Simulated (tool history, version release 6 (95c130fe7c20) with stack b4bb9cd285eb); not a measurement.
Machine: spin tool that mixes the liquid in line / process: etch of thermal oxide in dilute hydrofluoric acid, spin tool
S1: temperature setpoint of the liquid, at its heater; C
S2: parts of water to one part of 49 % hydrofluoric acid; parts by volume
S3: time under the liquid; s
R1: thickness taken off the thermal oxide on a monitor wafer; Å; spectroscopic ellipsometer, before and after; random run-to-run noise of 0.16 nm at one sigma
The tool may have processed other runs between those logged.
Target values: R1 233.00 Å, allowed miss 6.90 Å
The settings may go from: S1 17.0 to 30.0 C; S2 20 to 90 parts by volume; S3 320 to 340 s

run 1 hour=0.0 | S1=22.0 S2=50 S3=320 | R1=286.29
run 2 hour=2.0 | S1=22.0 S2=50 S3=320 | R1=289.06
run 3 hour=10.8 | S1=22.0 S2=50 S3=320 | R1=288.59
run 4 hour=12.2 | S1=22.0 S2=35 S3=320 | R1=426.61
run 5 hour=14.6 | S1=22.0 S2=25 S3=320 | R1=590.42
run 6 hour=20.3 | S1=21.5 S2=30 S3=320 | R1=481.05
run 7 hour=21.0 | S1=21.0 S2=30 S3=320 | R1=475.59
run 8 hour=29.6 | S1=20.5 S2=35 S3=320 | R1=392.91
run 9 hour=35.9 | S1=20.0 S2=35 S3=320 | R1=385.26
run 10 hour=40.2 | S1=19.5 S2=35 S3=320 | R1=380.68
run 11 hour=42.7 | S1=19.0 S2=35 S3=320 | R1=368.72
run 12 hour=50.1 | S1=17.0 S2=55 S3=320 | R1=211.60

Exercise: of the 4 proposed moves below, exactly one satisfies all targets within the stated allowed misses. Which move is it?
run A hour=57.5 | S1=18.0 S2=55 S3=335 | R1=?
run B hour=57.5 | S1=19.0 S2=55 S3=340 | R1=?
run C hour=57.5 | S1=18.0 S2=50 S3=330 | R1=?
run D hour=57.5 | S1=18.0 S2=50 S3=320 | R1=?

move=A R1=230.63
move=B R1=244.32
move=C R1=251.34
move=D R1=243.72
A: all results in spec
B: takes the result that was furthest off past its target
C: takes the result that was furthest off past its target
D: takes the result that was furthest off past its target
Correct choice: A, which meets every target
